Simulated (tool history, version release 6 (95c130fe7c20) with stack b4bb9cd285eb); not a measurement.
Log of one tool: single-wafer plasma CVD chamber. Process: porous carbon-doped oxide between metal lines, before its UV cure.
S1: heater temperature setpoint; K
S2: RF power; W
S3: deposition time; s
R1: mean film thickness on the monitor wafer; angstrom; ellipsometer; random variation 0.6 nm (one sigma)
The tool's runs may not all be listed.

Run 1, hour 0: S1 563.15 K, S2 555 W, S3 20.5 s. Result: R1 1363.2 angstrom.
Run 2, hour 1: S1 568.15 K, S2 520 W, S3 20.4 s. Result: R1 1252.8 angstrom.
Run 3, hour 4.9: S1 568.15 K, S2 570 W, S3 20.4 s. Result: R1 1322.2 angstrom.
Run 4, hour 13.7: S1 572.15 K, S2 540 W, S3 20.3 s. Result: R1 1259.5 angstrom.
Run 5, hour 22.6: S1 575.15 K, S2 510 W, S3 20.2 s. Result: R1 1164.1 angstrom.
Run 6, hour 23.6: S1 575.15 K, S2 510 W, S3 20.5 s. Result: R1 1182.9 angstrom.
Run 7, hour 25.3: S1 578.15 K, S2 495 W, S3 20.5 s. Result: R1 1146.3 angstrom.
Run 8, hour 31.1: S1 580.15 K, S2 480 W, S3 20.5 s. Result: R1 1105.5 angstrom.
Run 9, hour 35.4: S1 582.15 K, S2 470 W, S3 20.5 s. Result: R1 1074.6 angstrom.
Run 10, hour 41.5: S1 582.15 K, S2 470 W, S3 20.5 s. Result: R1 1063.7 angstrom.
Run 11, hour 46.9: S1 583.15 K, S2 470 W, S3 20.5 s. Result: R1 1067.8 angstrom.

The next listed run, before its measurement:
Run 12, hour 53.3: S1 583.15 K, S2 470 W, S3 20.5 s. Result: R1 ?.

Run 12 gave R1 1065.4 angstrom.

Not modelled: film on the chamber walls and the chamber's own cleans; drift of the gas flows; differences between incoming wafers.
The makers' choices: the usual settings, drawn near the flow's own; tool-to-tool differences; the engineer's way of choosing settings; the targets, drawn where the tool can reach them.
